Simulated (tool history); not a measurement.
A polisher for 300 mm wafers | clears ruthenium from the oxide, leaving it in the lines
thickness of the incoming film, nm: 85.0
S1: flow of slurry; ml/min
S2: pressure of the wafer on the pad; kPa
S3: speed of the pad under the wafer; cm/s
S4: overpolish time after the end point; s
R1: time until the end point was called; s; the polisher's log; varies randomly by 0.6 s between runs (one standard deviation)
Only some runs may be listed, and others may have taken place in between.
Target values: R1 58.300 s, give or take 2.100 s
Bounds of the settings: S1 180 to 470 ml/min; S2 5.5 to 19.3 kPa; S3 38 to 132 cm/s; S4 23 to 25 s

{"run": 1, "hour": 0.0, "S1": 300, "S2": 12.4, "S3": 84, "S4": 23, "R1": 85.254}
{"run": 2, "hour": 1.0, "S1": 300, "S2": 13.8, "S3": 84, "S4": 23, "R1": 75.972}
{"run": 3, "hour": 6.2, "S1": 300, "S2": 14.5, "S3": 84, "S4": 23, "R1": 73.981}
{"run": 4, "hour": 9.2, "S1": 300, "S2": 14.5, "S3": 84, "S4": 23, "R1": 71.887}
{"run": 5, "hour": 15.7, "S1": 300, "S2": 15.2, "S3": 84, "S4": 23, "R1": 70.37}
{"run": 6, "hour": 17.1, "S1": 330, "S2": 15.2, "S3": 84, "S4": 23, "R1": 69.972}
{"run": 7, "hour": 25.6, "S1": 330, "S2": 15.2, "S3": 84, "S4": 23, "R1": 68.989}
{"run": 8, "hour": 33.6, "S1": 330, "S2": 15.9, "S3": 84, "S4": 23, "R1": 65.63}
{"run": 9, "hour": 37.4, "S1": 330, "S2": 16.5, "S3": 84, "S4": 23, "R1": 62.652}
{"run": 10, "hour": 41.4, "S1": 330, "S2": 17.2, "S3": 84, "S4": 23, "R1": 60.863}

Exercise: of the 5 proposed moves below, exactly one satisfies all targets within the stated allowed misses. Which move is it?
{"run": "A", "hour": 45.4, "S1": 415, "S2": 13.1, "S3": 100, "S4": 23, "R1": "?"}
{"run": "B", "hour": 45.4, "S1": 265, "S2": 14.5, "S3": 98, "S4": 25, "R1": "?"}
{"run": "C", "hour": 45.4, "S1": 285, "S2": 17.2, "S3": 78, "S4": 23, "R1": "?"}
{"run": "D", "hour": 45.4, "S1": 360, "S2": 16.5, "S3": 84, "S4": 23, "R1": "?"}
{"run": "E", "hour": 45.4, "S1": 320, "S2": 15.2, "S3": 100, "S4": 25, "R1": "?"}

move=A R1=64.927
move=B R1=63.920
move=C R1=66.471
move=D R1=62.275
move=E R1=58.130
A: the biggest miss grows against the last run
B: the biggest miss grows against the last run
C: the biggest miss grows against the last run
D: the biggest miss grows against the last run
E: meets every target
Answer: E
